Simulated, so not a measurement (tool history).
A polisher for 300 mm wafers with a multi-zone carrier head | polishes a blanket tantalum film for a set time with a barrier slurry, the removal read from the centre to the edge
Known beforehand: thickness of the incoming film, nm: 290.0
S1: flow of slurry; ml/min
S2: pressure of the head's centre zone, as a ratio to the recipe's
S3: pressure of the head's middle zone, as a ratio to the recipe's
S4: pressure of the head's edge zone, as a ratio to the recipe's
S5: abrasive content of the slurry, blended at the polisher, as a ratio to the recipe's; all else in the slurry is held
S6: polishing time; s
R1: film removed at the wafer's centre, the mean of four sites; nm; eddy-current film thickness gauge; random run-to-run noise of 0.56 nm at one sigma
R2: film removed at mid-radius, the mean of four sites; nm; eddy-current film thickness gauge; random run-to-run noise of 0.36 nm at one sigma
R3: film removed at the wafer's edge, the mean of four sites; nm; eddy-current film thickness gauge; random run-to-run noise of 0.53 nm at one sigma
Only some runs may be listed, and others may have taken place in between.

run	hour	S1	S2	S3	S4	S5	S6	R1	R2	R3
1	0	255	1	1	1	1	49	54.47	56.827	55.872
2	1.6	195	1	1	1	1	49	52.645	55.075	54.329
3	2.6	195	1	1	1	1	37	39.173	40.908	41.034
4	6.5	195	1	1	1	1.2	37	41.493	43.334	42.574
5	11.2	215	1.02	1.01	1.03	1.25	38	43.628	45.455	45.869
6	16	215	1.08	1.01	1.03	1.25	38	47.179	46.171	44.904

For run 7, what comes out?
7	22	235	1.1	1.02	1.05	1.3	38	?	?	?

R1: 49.759 nm
R2: 47.407 nm
R3: 46.514 nm
